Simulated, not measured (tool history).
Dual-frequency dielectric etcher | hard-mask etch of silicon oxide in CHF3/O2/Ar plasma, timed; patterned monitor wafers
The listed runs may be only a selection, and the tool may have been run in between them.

run,day,source power (W),bias power (W),etch time (s),mean etch depth across the wafer (nm)
1,0.000,530,234,18.5,38.850
2,0.354,450,234,18.5,37.088
3,0.417,440,231,18.5,36.742
4,0.508,430,228,18.5,36.120
5,0.712,430,264,18.5,37.795
6,0.979,430,280,18.5,38.708
7,1.125,420,273,18.5,38.442

Run 8 has not been measured yet. What should we expect?
8,1.492,340,228,17.5,?

mean etch depth across the wafer (nm): 31.996
